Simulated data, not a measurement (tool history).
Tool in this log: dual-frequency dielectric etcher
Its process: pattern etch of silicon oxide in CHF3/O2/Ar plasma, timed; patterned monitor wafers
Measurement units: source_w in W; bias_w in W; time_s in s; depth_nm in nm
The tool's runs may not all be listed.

run	hour	source_w	bias_w	time_s	depth_nm
1	0	690	189	611.5	1309.4
2	4.7	690	161	611.5	1248.3
3	11.2	650	154	611.5	1196.6
4	14.4	610	150	611.5	1160.1
5	22.9	610	150	611.5	1153.4
6	28.9	580	148	611.5	1132.5

For run 7, what comes out?
7	36.6	560	146	611.5	?

Run 7 measured depth_nm 1105.3 nm.
